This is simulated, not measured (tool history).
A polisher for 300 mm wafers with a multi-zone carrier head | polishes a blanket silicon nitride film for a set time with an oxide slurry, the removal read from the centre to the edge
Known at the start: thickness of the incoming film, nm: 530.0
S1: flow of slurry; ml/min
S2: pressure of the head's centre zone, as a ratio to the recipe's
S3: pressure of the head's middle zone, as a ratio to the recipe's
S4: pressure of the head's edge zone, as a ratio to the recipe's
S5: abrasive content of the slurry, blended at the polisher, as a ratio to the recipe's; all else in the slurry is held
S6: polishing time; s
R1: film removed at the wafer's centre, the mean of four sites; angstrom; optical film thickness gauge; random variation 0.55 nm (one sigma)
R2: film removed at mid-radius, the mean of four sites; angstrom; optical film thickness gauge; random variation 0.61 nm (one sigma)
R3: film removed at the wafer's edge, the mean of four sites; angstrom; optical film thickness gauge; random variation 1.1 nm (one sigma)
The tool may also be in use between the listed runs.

run,hour,S1,S2,S3,S4,S5,S6,R1,R2,R3
1,0.0,290,1.00,1.00,1.00,1.00,78,685.26,691.29,704.72
2,8.8,290,1.01,1.00,1.04,1.10,78,716.25,732.76,748.23
3,12.3,290,1.01,1.00,1.04,1.20,78,747.71,748.17,749.03
4,16.5,290,1.01,1.05,1.04,1.20,78,746.21,762.78,768.98
5,24.9,360,1.01,1.05,1.04,1.20,78,767.51,779.78,768.86
6,30.5,320,1.01,1.02,1.07,1.25,80,782.98,787.87,814.57
7,34.8,310,1.02,1.02,1.10,1.30,81,813.61,812.69,857.16

Forecast run 8:
8,42.4,355,1.04,1.01,1.19,1.50,81,?,?,?

Run 8 gave R1 883.17 angstrom, R2 862.33 angstrom, R3 945.90 angstrom.

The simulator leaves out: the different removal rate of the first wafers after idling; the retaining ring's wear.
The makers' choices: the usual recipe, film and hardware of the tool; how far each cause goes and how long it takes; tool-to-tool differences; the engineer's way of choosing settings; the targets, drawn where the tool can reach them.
